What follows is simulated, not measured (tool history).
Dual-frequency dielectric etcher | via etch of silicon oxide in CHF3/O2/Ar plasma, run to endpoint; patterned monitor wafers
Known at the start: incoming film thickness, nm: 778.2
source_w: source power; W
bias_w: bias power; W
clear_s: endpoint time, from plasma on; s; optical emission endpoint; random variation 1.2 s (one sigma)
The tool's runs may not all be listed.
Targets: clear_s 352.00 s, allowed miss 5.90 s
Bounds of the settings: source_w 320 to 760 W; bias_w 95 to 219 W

run  hour  source_w  bias_w  clear_s
  1   0.0       540     157   400.42
  2   4.2       540     168   395.21
  3   5.7       560     169   387.13
  4   6.9       460     169   425.15
  5  11.1       500     169   405.01
  6  15.8       500     184   397.10
     19.5  -- bias power generator calibrated
  7  19.5       520     185   382.65
  8  27.7       530     185   378.57
  9  32.1       540     185   375.31

4 next moves are on the table. One of them brings every result within its allowed miss. Which?
  A  36.5       650     175        ?
  B  36.5       570     187        ?
  C  36.5       620     209        ?
  D  36.5       480     187        ?

move  clear_s
   A   353.76
   B   366.98
   C   340.22
   D   397.12
A: meets every target
B: nearer than the last run, and not there yet
C: takes the result that was furthest off past its target
D: further off than the last run
Move A is the one to make.

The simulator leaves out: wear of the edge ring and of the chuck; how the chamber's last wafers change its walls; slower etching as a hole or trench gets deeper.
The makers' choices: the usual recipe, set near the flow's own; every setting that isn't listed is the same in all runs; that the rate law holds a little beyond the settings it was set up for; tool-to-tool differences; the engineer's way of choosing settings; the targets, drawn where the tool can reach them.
